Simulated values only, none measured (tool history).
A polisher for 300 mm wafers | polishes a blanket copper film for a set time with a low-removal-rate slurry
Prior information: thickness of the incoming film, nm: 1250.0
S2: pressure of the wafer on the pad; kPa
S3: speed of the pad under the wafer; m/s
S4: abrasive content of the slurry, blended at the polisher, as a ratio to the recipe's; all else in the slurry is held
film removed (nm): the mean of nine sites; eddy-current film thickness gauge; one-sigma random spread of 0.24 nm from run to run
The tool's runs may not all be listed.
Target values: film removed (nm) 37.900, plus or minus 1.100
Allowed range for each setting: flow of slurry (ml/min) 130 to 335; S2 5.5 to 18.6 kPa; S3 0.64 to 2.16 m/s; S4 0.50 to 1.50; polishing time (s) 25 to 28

{"run": 1, "day": 0.0, "flow of slurry (ml/min)": 215, "S2": 11.7, "S3": 1.4, "S4": 1.0, "polishing time (s)": 28, "film removed (nm)": 77.992}
{"run": 2, "day": 0.246, "flow of slurry (ml/min)": 215, "S2": 11.7, "S3": 1.72, "S4": 1.0, "polishing time (s)": 28, "film removed (nm)": 96.861}
{"run": 3, "day": 0.321, "flow of slurry (ml/min)": 215, "S2": 10.3, "S3": 1.62, "S4": 1.0, "polishing time (s)": 28, "film removed (nm)": 80.94}
{"run": 4, "day": 0.35, "flow of slurry (ml/min)": 215, "S2": 9.7, "S3": 1.52, "S4": 1.0, "polishing time (s)": 28, "film removed (nm)": 71.562}
{"run": 5, "day": 0.717, "flow of slurry (ml/min)": 215, "S2": 9.7, "S3": 1.52, "S4": 1.1, "polishing time (s)": 28, "film removed (nm)": 72.333}
{"run": 6, "day": 0.783, "flow of slurry (ml/min)": 215, "S2": 9.7, "S3": 1.86, "S4": 1.1, "polishing time (s)": 28, "film removed (nm)": 87.848}
{"run": 7, "day": 1.017, "flow of slurry (ml/min)": 200, "S2": 6.2, "S3": 1.48, "S4": 1.0, "polishing time (s)": 28, "film removed (nm)": 45.104}
{"run": 8, "day": 1.221, "flow of slurry (ml/min)": 190, "S2": 6.2, "S3": 1.46, "S4": 1.0, "polishing time (s)": 28, "film removed (nm)": 43.953}
{"run": 9, "day": 1.583, "flow of slurry (ml/min)": 180, "S2": 6.2, "S3": 1.46, "S4": 1.0, "polishing time (s)": 28, "film removed (nm)": 43.605}
{"run": 10, "day": 1.921, "flow of slurry (ml/min)": 180, "S2": 6.2, "S3": 1.46, "S4": 1.0, "polishing time (s)": 28, "film removed (nm)": 43.613}
{"run": 11, "day": 2.058, "flow of slurry (ml/min)": 170, "S2": 5.5, "S3": 1.34, "S4": 1.0, "polishing time (s)": 28, "film removed (nm)": 35.746}
{"run": 12, "day": 2.358, "flow of slurry (ml/min)": 175, "S2": 5.5, "S3": 1.34, "S4": 1.0, "polishing time (s)": 28, "film removed (nm)": 35.483}
{"run": 13, "day": 2.392, "flow of slurry (ml/min)": 180, "S2": 5.5, "S3": 1.34, "S4": 1.0, "polishing time (s)": 28, "film removed (nm)": 36.217}
{"run": 14, "day": 2.542, "flow of slurry (ml/min)": 185, "S2": 5.5, "S3": 1.34, "S4": 1.0, "polishing time (s)": 28, "film removed (nm)": 36.499}
{"run": 15, "day": 2.733, "flow of slurry (ml/min)": 190, "S2": 5.5, "S3": 1.34, "S4": 1.0, "polishing time (s)": 28, "film removed (nm)": 36.295}
{"run": 16, "day": 2.871, "flow of slurry (ml/min)": 190, "S2": 5.5, "S3": 1.34, "S4": 1.0, "polishing time (s)": 28, "film removed (nm)": 36.045}
{"run": 17, "day": 2.938, "flow of slurry (ml/min)": 195, "S2": 5.5, "S3": 1.34, "S4": 1.0, "polishing time (s)": 28, "film removed (nm)": 36.086}
{"run": 18, "day": 3.0, "flow of slurry (ml/min)": 195, "S2": 6.2, "S3": 1.34, "S4": 1.0, "polishing time (s)": 28, "film removed (nm)": 40.681}
{"run": 19, "day": 3.021, "flow of slurry (ml/min)": 190, "S2": 6.2, "S3": 1.34, "S4": 1.0, "polishing time (s)": 28, "film removed (nm)": 40.25}
{"run": 20, "day": 3.3, "flow of slurry (ml/min)": 185, "S2": 6.2, "S3": 1.34, "S4": 1.0, "polishing time (s)": 28, "film removed (nm)": 40.555}
{"run": 21, "day": 3.358, "flow of slurry (ml/min)": 185, "S2": 5.5, "S3": 1.34, "S4": 1.0, "polishing time (s)": 28, "film removed (nm)": 36.094}
{"run": 22, "day": 3.408, "flow of slurry (ml/min)": 190, "S2": 5.5, "S3": 1.34, "S4": 1.0, "polishing time (s)": 28, "film removed (nm)": 35.969}
{"run": 23, "day": 3.612, "flow of slurry (ml/min)": 190, "S2": 6.2, "S3": 1.34, "S4": 1.0, "polishing time (s)": 28, "film removed (nm)": 40.619}
{"run": 24, "day": 3.754, "flow of slurry (ml/min)": 185, "S2": 6.2, "S3": 1.34, "S4": 1.0, "polishing time (s)": 28, "film removed (nm)": 40.543}
{"run": 25, "day": 4.071, "flow of slurry (ml/min)": 175, "S2": 5.5, "S3": 1.34, "S4": 1.0, "polishing time (s)": 28, "film removed (nm)": 36.068}

Exercise: of the 4 proposed moves below, exactly one satisfies all targets within the stated allowed misses. Which move is it?
{"run": "A", "day": 4.388, "flow of slurry (ml/min)": 200, "S2": 5.5, "S3": 1.6, "S4": 0.95, "polishing time (s)": 25, "film removed (nm)": "?"}
{"run": "B", "day": 4.388, "flow of slurry (ml/min)": 160, "S2": 7.6, "S3": 1.08, "S4": 1.05, "polishing time (s)": 25, "film removed (nm)": "?"}
{"run": "C", "day": 4.388, "flow of slurry (ml/min)": 200, "S2": 7.6, "S3": 0.96, "S4": 1.25, "polishing time (s)": 27, "film removed (nm)": "?"}
{"run": "D", "day": 4.388, "flow of slurry (ml/min)": 160, "S2": 6.2, "S3": 1.3, "S4": 1.05, "polishing time (s)": 25, "film removed (nm)": "?"}

move=A film_removed_(nm)=38.409
move=B film_removed_(nm)=35.352
move=C film_removed_(nm)=36.431
move=D film_removed_(nm)=34.940
A: in spec on every target
B: moves away from the targets compared with the last run
C: gains on the last run, yet a result remains outside its allowed miss
D: moves away from the targets compared with the last run
So the answer is move A, the one that meets all the targets.
